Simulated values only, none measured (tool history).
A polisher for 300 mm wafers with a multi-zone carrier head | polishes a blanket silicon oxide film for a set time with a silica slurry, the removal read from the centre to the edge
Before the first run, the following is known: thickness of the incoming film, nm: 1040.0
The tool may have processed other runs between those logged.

run  hour  flow of slurry (ml/min)  pressure of the head's centre zone  pressure of the head's middle zone  pressure of the head's edge zone  abrasive content of the slurry  polishing time (s)  film removed at the wafer's centre (nm)  film removed at mid-radius (nm)  film removed at the wafer's edge (nm)
  1     0                      145                                   1                                   1                                 1                               1                  60                                   136.33                           139.02                                 132.18
  2   4.5                      150                                1.02                                0.98                              1.03                             1.1                  61                                    151.7                           150.21                                 146.09
  3   8.5                      150                                1.02                                0.98                              1.03                               1                  61                                   140.99                           141.14                                 139.07
  4  15.2                      160                                1.05                                0.96                              1.06                            1.05                  61                                   155.75                           142.75                                    144
  5  19.2                      160                                1.05                                0.94                              1.08                            1.15                  62                                   167.07                           152.34                                 158.35
  6  21.7                      165                                1.06                                0.93                               1.1                             1.2                  62                                   173.15                           152.32                                 161.69
  7  30.5                      170                                1.07                                0.92                              1.12                            1.25                  62                                   179.79                           156.25                                 168.74
  8  33.2                      175                                1.08                                0.91                              1.13                             1.3                  62                                   186.78                           160.25                                 173.03
  9    34                      175                                1.09                                 0.9                              1.14                            1.35                  62                                    184.2                            165.5                                 177.38
 10  39.1                      200                                1.19                                0.81                              1.16                            1.35                  69                                   232.87                           166.61                                 202.68

Run 11, settings as shown, results not yet in. Your forecast:
 11    48                      200                                1.18                                0.82                              1.16                            1.35                  69                                        ?                                ?                                      ?

{"run 11": {"film removed at the wafer's centre (nm)": 228.24, "film removed at mid-radius (nm)": 171.97, "film removed at the wafer's edge (nm)": 205.82}}
